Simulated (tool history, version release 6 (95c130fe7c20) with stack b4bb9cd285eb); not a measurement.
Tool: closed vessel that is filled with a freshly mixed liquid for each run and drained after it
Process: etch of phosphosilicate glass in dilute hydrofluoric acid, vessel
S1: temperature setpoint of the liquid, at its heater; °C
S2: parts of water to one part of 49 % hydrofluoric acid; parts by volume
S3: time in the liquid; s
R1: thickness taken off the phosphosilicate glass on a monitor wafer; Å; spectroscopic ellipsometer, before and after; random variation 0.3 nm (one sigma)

run  hour    S1  S2  S3       R1
  1   0.0  24.0  65  85   754.51
  2   4.2  24.0  65  90   804.47
  3  12.4  23.0  65  90   771.46
  4  17.0  23.0  55  90   927.99
  5  25.0  22.0  55  90   889.73
  6  32.8  22.0  45  90  1096.30
  7  37.3  21.0  50  90   940.53
  8  38.1  20.0  50  90   897.34
  9  38.7  19.5  50  90   880.38
 10  43.1  17.0  65  90   598.03
 11  51.9  17.5  65  90   615.10

Run 12 comes next. What will it give?
 12  60.3  18.0  65  90   ?

Run 12 gave R1 623.96 Å.

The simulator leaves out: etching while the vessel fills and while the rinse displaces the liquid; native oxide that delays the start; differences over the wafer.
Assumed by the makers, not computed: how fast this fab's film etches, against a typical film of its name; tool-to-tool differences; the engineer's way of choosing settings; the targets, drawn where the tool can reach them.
